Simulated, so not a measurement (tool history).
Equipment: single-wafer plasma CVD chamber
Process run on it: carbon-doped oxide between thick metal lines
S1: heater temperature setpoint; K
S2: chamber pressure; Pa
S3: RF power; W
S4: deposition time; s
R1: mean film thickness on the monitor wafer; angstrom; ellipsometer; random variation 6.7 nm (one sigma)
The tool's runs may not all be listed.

run,day,S1,S2,S3,S4,R1
1,0.000,638.15,613,625,192,10740
2,0.362,638.15,613,575,192,10287
3,0.662,644.15,613,575,192,10169
4,1.012,644.15,715,575,192,10364
5,1.312,644.15,715,575,198,10758
6,1.579,643.15,725,585,198,10798
7,1.842,643.15,731,600,198,11131

Run 8, settings as shown, results not yet in. Your forecast:
8,1.946,643.15,741,605,198,?

Logged for run 8: R1 11152 angstrom.
